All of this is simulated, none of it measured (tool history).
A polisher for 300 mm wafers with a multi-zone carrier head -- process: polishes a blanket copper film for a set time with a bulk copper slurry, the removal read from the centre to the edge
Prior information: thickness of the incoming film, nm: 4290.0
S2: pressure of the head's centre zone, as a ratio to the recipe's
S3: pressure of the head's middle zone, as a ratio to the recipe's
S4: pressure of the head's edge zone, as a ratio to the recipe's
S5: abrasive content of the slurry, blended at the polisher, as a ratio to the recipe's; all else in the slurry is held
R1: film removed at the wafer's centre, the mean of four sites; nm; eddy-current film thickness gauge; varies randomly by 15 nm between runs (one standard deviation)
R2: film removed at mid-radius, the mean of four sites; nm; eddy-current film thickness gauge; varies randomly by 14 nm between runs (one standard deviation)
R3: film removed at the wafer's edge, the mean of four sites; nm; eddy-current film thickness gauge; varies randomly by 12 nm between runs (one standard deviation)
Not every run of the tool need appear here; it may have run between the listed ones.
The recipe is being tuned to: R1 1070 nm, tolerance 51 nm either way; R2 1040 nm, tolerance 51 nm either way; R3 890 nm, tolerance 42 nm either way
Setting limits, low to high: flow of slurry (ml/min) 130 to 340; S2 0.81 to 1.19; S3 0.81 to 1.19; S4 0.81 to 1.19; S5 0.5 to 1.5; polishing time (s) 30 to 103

Run 1, hour 0: flow of slurry (ml/min) 220, S2 1, S3 1, S4 1, S5 1, polishing time (s) 66. Result: R1 730.17 nm, R2 739.34 nm, R3 732.76 nm.
Run 2, hour 7.6: flow of slurry (ml/min) 230, S2 1.05, S3 1.05, S4 1, S5 1.15, polishing time (s) 68. Result: R1 813.26 nm, R2 813.99 nm, R3 792.99 nm.
Run 3, hour 13.8: flow of slurry (ml/min) 230, S2 1.05, S3 1.05, S4 1, S5 1.25, polishing time (s) 68. Result: R1 864.82 nm, R2 818.86 nm, R3 806.78 nm.
Run 4, hour 17.9: flow of slurry (ml/min) 240, S2 1.07, S3 1.1, S4 0.97, S5 1.3, polishing time (s) 70. Result: R1 904.77 nm, R2 887.69 nm, R3 818.87 nm.
Run 5, hour 26.6: flow of slurry (ml/min) 190, S2 1.07, S3 1.1, S4 0.97, S5 1.3, polishing time (s) 70. Result: R1 857.17 nm, R2 854.59 nm, R3 809.01 nm.
Run 6, hour 28.4: flow of slurry (ml/min) 215, S2 1.09, S3 1.13, S4 0.96, S5 1.35, polishing time (s) 71. Result: R1 903.18 nm, R2 957.3 nm, R3 816.35 nm.
Run 7, hour 33.3: flow of slurry (ml/min) 230, S2 1.11, S3 1.13, S4 0.98, S5 1.4, polishing time (s) 71. Result: R1 954.55 nm, R2 956.33 nm, R3 844.25 nm.
Run 8, hour 36.3: flow of slurry (ml/min) 240, S2 1.13, S3 1.14, S4 0.99, S5 1.45, polishing time (s) 71. Result: R1 962.59 nm, R2 993.8 nm, R3 859.27 nm.
Run 9, hour 37.4: flow of slurry (ml/min) 240, S2 1.13, S3 1.14, S4 0.99, S5 1.45, polishing time (s) 71. Result: R1 982.27 nm, R2 953.34 nm, R3 856.72 nm.
Run 10, hour 42.2: flow of slurry (ml/min) 250, S2 1.14, S3 1.15, S4 0.99, S5 1.45, polishing time (s) 72. Result: R1 1017.6 nm, R2 984.25 nm, R3 876.31 nm.

Consider the 4 candidate settings below. Which is the only one whose results all fall within their allowed miss of target?
Run A, hour 47: flow of slurry (ml/min) 270, S2 1.11, S3 1.12, S4 0.98, S5 1.4, polishing time (s) 69. Result: R1 ?, R2 ?, R3 ?.
Run B, hour 47: flow of slurry (ml/min) 280, S2 1.17, S3 1.15, S4 0.95, S5 1.45, polishing time (s) 74. Result: R1 ?, R2 ?, R3 ?.
Run C, hour 47: flow of slurry (ml/min) 295, S2 1.19, S3 1.19, S4 0.81, S5 1.35, polishing time (s) 72. Result: R1 ?, R2 ?, R3 ?.
Run D, hour 47: flow of slurry (ml/min) 255, S2 1.01, S3 1.18, S4 1.06, S5 1.3, polishing time (s) 81. Result: R1 ?, R2 ?, R3 ?.

move      R1      R2      R3
   A  936.61  925.69  870.86
   B  1069.1  1028.3  930.75
   C  1045.1  1018.3  830.87
   D  982.33  1109.1  1036.9
A: further off than the last run
B: each result inside its tolerance
C: corrects the largest miss of the last run, while another result sits out of spec
D: moves the result that the last run missed by most past its target, out the other side
Correct choice: B, which meets every target

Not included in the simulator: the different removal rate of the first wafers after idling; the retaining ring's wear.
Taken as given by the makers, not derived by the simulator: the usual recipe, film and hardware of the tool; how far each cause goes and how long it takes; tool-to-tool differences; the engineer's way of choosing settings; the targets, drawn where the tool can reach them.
